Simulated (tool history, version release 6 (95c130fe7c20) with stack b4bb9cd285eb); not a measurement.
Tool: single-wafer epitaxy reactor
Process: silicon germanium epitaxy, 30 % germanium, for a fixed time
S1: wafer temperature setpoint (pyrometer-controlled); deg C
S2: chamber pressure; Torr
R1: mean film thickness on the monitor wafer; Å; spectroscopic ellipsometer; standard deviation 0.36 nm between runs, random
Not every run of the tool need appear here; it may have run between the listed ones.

run	day	S1	S2	R1
1	0	620	19	828.71
2	0.375	613	19	743.27
3	0.471	607	19	670.99
4	0.642	606	19	659.16
5	0.688	606	20.4	684.55
6	0.8	606	23.7	720.47

The next listed run, before its measurement:
7	1.062	604	23.6	?

Run 7 came out at R1 697.48 Å.
